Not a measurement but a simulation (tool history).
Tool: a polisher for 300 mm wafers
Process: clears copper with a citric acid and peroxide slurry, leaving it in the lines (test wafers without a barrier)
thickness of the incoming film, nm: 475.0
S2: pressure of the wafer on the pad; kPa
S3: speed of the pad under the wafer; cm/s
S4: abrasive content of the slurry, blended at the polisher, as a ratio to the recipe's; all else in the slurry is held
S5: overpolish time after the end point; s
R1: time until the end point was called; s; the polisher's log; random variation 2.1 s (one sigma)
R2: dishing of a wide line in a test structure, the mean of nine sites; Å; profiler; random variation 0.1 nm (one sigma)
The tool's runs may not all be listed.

{"run": 1, "hour": 0.0, "flow of slurry (ml/min)": 180, "S2": 27.6, "S3": 104, "S4": 1, "S5": 14, "R1": 151.09, "R2": 139.98}
{"run": 2, "hour": 7.7, "flow of slurry (ml/min)": 175, "S2": 24.8, "S3": 110, "S4": 0.95, "S5": 11, "R1": 160.9, "R2": 122.73}
{"run": 3, "hour": 10.2, "flow of slurry (ml/min)": 175, "S2": 24.8, "S3": 110, "S4": 1.15, "S5": 11, "R1": 153.98, "R2": 128.34}
{"run": 4, "hour": 15.9, "flow of slurry (ml/min)": 175, "S2": 29, "S3": 110, "S4": 1.15, "S5": 11, "R1": 135.8, "R2": 134.11}
{"run": 5, "hour": 18.2, "flow of slurry (ml/min)": 160, "S2": 24.8, "S3": 122, "S4": 1, "S5": 9, "R1": 146.61, "R2": 121.96}
{"run": 6, "hour": 24.6, "flow of slurry (ml/min)": 180, "S2": 24.8, "S3": 122, "S4": 1, "S5": 9, "R1": 144.33, "R2": 124.2}
{"run": 7, "hour": 29.8, "flow of slurry (ml/min)": 130, "S2": 17.2, "S3": 142, "S4": 0.85, "S5": 4, "R1": 168.64, "R2": 66.103}
{"run": 8, "hour": 31.2, "flow of slurry (ml/min)": 140, "S2": 17.2, "S3": 140, "S4": 0.9, "S5": 4, "R1": 171.1, "R2": 66.741}
{"run": 9, "hour": 34.8, "flow of slurry (ml/min)": 140, "S2": 17.2, "S3": 140, "S4": 0.9, "S5": 4, "R1": 172.46, "R2": 67.513}
{"run": 10, "hour": 42.3, "flow of slurry (ml/min)": 150, "S2": 17.2, "S3": 138, "S4": 0.9, "S5": 4, "R1": 171, "R2": 68.588}
{"run": 11, "hour": 49.0, "flow of slurry (ml/min)": 150, "S2": 15.9, "S3": 136, "S4": 0.9, "S5": 10, "R1": 186.02, "R2": 112.95}
{"run": 12, "hour": 51.5, "flow of slurry (ml/min)": 150, "S2": 16.5, "S3": 134, "S4": 0.85, "S5": 9, "R1": 190.3, "R2": 106.93}
{"run": 13, "hour": 56.9, "flow of slurry (ml/min)": 145, "S2": 16.5, "S3": 134, "S4": 0.9, "S5": 8, "R1": 186.16, "R2": 102.42}
{"run": 14, "hour": 58.6, "flow of slurry (ml/min)": 145, "S2": 17.2, "S3": 134, "S4": 0.85, "S5": 8, "R1": 180.53, "R2": 100.48}
{"run": 15, "hour": 61.6, "flow of slurry (ml/min)": 145, "S2": 17.2, "S3": 134, "S4": 0.85, "S5": 8, "R1": 178.76, "R2": 100.69}
{"run": 16, "hour": 62.6, "flow of slurry (ml/min)": 145, "S2": 17.2, "S3": 134, "S4": 0.9, "S5": 8, "R1": 179.02, "R2": 102.91}
{"run": 17, "hour": 67.3, "flow of slurry (ml/min)": 135, "S2": 15.2, "S3": 146, "S4": 0.65, "S5": 4, "R1": 196.53, "R2": 60.838}

Run 18 comes next. What will it give?
{"run": 18, "hour": 70.5, "flow of slurry (ml/min)": 135, "S2": 15.2, "S3": 144, "S4": 0.7, "S5": 4, "R1": "?", "R2": "?"}

R1: 196.32 s
R2: 62.474 Å
